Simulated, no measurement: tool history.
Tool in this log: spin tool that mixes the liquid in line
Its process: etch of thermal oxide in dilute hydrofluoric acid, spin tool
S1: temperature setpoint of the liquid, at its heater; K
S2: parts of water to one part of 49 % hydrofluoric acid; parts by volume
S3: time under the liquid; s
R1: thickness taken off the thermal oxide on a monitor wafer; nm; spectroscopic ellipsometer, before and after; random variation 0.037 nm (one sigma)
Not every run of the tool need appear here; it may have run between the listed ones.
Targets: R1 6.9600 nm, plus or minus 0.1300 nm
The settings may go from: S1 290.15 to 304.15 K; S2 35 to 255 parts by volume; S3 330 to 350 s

Run 1, hour 0.0: S1 296.15 K, S2 145 parts by volume, S3 330 s. Result: R1 9.1061 nm.
Run 2, hour 6.7: S1 294.65 K, S2 145 parts by volume, S3 330 s. Result: R1 8.6417 nm.
Run 3, hour 10.4: S1 294.65 K, S2 170 parts by volume, S3 330 s. Result: R1 7.1499 nm.
Run 4, hour 17.9: S1 294.65 K, S2 170 parts by volume, S3 350 s. Result: R1 7.4960 nm.
Run 5, hour 18.4: S1 294.65 K, S2 150 parts by volume, S3 350 s. Result: R1 8.8095 nm.
Run 6, hour 20.0: S1 294.65 K, S2 150 parts by volume, S3 350 s. Result: R1 8.7340 nm.
Run 7, hour 20.6: S1 293.65 K, S2 150 parts by volume, S3 350 s. Result: R1 8.3871 nm.
Run 8, hour 26.7: S1 293.65 K, S2 150 parts by volume, S3 350 s. Result: R1 8.4341 nm.
Run 9, hour 31.7: S1 292.65 K, S2 150 parts by volume, S3 350 s. Result: R1 7.9876 nm.

Which single option among these 4 for the next run brings every result within its allowed miss of target? Just one does.
Run A, hour 36.7: S1 292.65 K, S2 175 parts by volume, S3 330 s. Result: R1 ?.
Run B, hour 36.7: S1 290.15 K, S2 140 parts by volume, S3 330 s. Result: R1 ?.
Run C, hour 36.7: S1 293.15 K, S2 160 parts by volume, S3 350 s. Result: R1 ?.
Run D, hour 36.7: S1 290.65 K, S2 155 parts by volume, S3 340 s. Result: R1 ?.

move      R1
   A  6.3117
   B  7.3846
   C  7.5821
   D  6.9120
A: takes the result that was furthest off past its target
B: nearer than the last run, and not there yet
C: nearer than the last run, and not there yet
D: each result inside its tolerance
Correct choice: D, which meets every target

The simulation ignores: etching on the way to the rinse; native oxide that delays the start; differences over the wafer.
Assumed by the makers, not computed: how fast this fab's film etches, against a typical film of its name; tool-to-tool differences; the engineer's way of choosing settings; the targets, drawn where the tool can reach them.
